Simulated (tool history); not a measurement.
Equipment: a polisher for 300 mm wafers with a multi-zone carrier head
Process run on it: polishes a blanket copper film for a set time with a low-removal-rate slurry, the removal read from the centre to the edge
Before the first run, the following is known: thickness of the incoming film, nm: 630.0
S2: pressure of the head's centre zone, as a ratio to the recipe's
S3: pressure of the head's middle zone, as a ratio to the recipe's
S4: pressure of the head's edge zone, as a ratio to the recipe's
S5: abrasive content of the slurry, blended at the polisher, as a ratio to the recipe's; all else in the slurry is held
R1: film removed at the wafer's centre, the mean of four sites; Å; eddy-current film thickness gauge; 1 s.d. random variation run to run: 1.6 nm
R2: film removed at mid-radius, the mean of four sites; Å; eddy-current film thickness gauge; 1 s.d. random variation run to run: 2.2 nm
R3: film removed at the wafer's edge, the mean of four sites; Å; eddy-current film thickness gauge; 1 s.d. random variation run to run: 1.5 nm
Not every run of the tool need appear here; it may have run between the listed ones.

{"run": 1, "hour": 0.0, "flow of slurry (ml/min)": 320, "S2": 1, "S3": 1, "S4": 1, "S5": 1, "polishing time (s)": 58, "R1": 2471.5, "R2": 2508.6, "R3": 2507.4}
{"run": 2, "hour": 5.6, "flow of slurry (ml/min)": 320, "S2": 1, "S3": 1, "S4": 1, "S5": 0.9, "polishing time (s)": 58, "R1": 2419.5, "R2": 2464.4, "R3": 2437.2}
{"run": 3, "hour": 11.6, "flow of slurry (ml/min)": 320, "S2": 0.95, "S3": 1, "S4": 1, "S5": 0.9, "polishing time (s)": 58, "R1": 2329.7, "R2": 2486.3, "R3": 2458.2}
{"run": 4, "hour": 19.2, "flow of slurry (ml/min)": 310, "S2": 0.93, "S3": 0.99, "S4": 0.96, "S5": 0.85, "polishing time (s)": 58, "R1": 2253.6, "R2": 2413, "R3": 2382.9}
{"run": 5, "hour": 26.2, "flow of slurry (ml/min)": 310, "S2": 0.93, "S3": 0.99, "S4": 0.96, "S5": 0.85, "polishing time (s)": 70, "R1": 2699.3, "R2": 2959.4, "R3": 2866.8}
{"run": 6, "hour": 34.9, "flow of slurry (ml/min)": 385, "S2": 0.93, "S3": 0.99, "S4": 0.96, "S5": 0.85, "polishing time (s)": 70, "R1": 2741.1, "R2": 2940.5, "R3": 2869.5}
{"run": 7, "hour": 39.9, "flow of slurry (ml/min)": 385, "S2": 0.91, "S3": 0.99, "S4": 0.93, "S5": 0.75, "polishing time (s)": 68, "R1": 2568.6, "R2": 2818.1, "R3": 2689.2}
{"run": 8, "hour": 45.3, "flow of slurry (ml/min)": 385, "S2": 0.89, "S3": 0.99, "S4": 0.91, "S5": 0.7, "polishing time (s)": 66, "R1": 2393.5, "R2": 2717.1, "R3": 2556.8}
{"run": 9, "hour": 46.7, "flow of slurry (ml/min)": 385, "S2": 0.89, "S3": 0.98, "S4": 0.89, "S5": 0.65, "polishing time (s)": 65, "R1": 2323.6, "R2": 2545.5, "R3": 2454.8}
{"run": 10, "hour": 49.8, "flow of slurry (ml/min)": 385, "S2": 0.88, "S3": 0.99, "S4": 0.87, "S5": 0.6, "polishing time (s)": 64, "R1": 2206.9, "R2": 2509.3, "R3": 2353.1}
{"run": 11, "hour": 51.6, "flow of slurry (ml/min)": 385, "S2": 0.88, "S3": 0.99, "S4": 0.86, "S5": 0.55, "polishing time (s)": 64, "R1": 2198.5, "R2": 2448.3, "R3": 2310.8}
{"run": 12, "hour": 60.1, "flow of slurry (ml/min)": 385, "S2": 0.87, "S3": 0.99, "S4": 0.85, "S5": 0.55, "polishing time (s)": 64, "R1": 2151, "R2": 2473.7, "R3": 2250.6}

Run 13 comes next. What will it give?
{"run": 13, "hour": 64.2, "flow of slurry (ml/min)": 375, "S2": 0.87, "S3": 0.98, "S4": 0.84, "S5": 0.55, "polishing time (s)": 64, "R1": "?", "R2": "?", "R3": "?"}

{"run 13": {"R1": 2166.6, "R2": 2406.7, "R3": 2282.6}}

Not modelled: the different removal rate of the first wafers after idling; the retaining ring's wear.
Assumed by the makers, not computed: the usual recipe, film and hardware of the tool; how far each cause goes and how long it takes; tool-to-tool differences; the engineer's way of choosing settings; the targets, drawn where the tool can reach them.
